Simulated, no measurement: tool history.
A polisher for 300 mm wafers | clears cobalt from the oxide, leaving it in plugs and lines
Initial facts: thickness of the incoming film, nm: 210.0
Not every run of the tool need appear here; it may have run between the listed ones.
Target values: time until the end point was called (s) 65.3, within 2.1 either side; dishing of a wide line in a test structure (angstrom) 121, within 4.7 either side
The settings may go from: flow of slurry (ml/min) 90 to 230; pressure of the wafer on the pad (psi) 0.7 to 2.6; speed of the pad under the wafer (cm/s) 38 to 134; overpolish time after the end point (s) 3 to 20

run	day	flow of slurry (ml/min)	pressure of the wafer on the pad (psi)	speed of the pad under the wafer (cm/s)	overpolish time after the end point (s)	time until the end point was called (s)	dishing of a wide line in a test structure (angstrom)
1	0	150	1.6	86	10	63.411	152.32
2	0.271	150	1.6	96	10	60.206	156.4
3	0.312	150	1.6	94	9	59.674	148.72
4	0.558	145	1.6	94	8	61.052	144.19
5	0.608	145	1.6	94	7	59.808	133.8
6	0.779	145	1.6	94	11	60.513	156.69
7	0.838	140	1.6	94	10	60.692	153.44
8	1.175	140	1.6	94	9	59.603	145.91
9	1.212	135	1.6	94	8	60.401	143.11
10	1.379	135	1.6	94	7	61.568	135.11

4 next moves are on the table. One of them brings every result within its allowed miss. Which?
A	1.546	165	1.6	82	6	?	?
B	1.546	140	1.5	82	8	?	?
C	1.546	140	1.7	74	8	?	?
D	1.546	165	1.4	94	8	?	?

move	time until the end point was called (s)	dishing of a wide line in a test structure (angstrom)
A	65.091	123.01
B	70.789	135.47
C	66.535	138.9
D	68.173	137.61
A: every result lands within tolerance
B: about the same distance from the targets as the last run
C: moves away from the targets compared with the last run
D: moves away from the targets compared with the last run
So the answer is move A, the one that meets all the targets.
